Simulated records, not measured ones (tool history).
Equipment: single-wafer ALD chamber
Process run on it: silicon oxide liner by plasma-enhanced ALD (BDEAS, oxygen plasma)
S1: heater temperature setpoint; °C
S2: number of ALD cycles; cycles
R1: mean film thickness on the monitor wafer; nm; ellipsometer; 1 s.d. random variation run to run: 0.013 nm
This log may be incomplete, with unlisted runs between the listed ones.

Run 1, day 0: S1 325 °C, S2 54 cycles. Result: R1 4.9178 nm.
Run 2, day 0.346: S1 325 °C, S2 57 cycles. Result: R1 5.2037 nm.
Run 3, day 0.421: S1 326 °C, S2 52 cycles. Result: R1 4.7432 nm.
Run 4, day 0.521: S1 326 °C, S2 55 cycles. Result: R1 5.0351 nm.
Run 5, day 0.867: S1 326 °C, S2 50 cycles. Result: R1 4.5736 nm.
Run 6, day 1.071: S1 326 °C, S2 47 cycles. Result: R1 4.2997 nm.
Run 7, day 1.379: S1 326 °C, S2 47 cycles. Result: R1 4.2895 nm.

The next listed run, before its measurement:
Run 8, day 1.712: S1 326 °C, S2 45 cycles. Result: R1 ?.

For run 8 the tool returned R1 4.0928 nm.
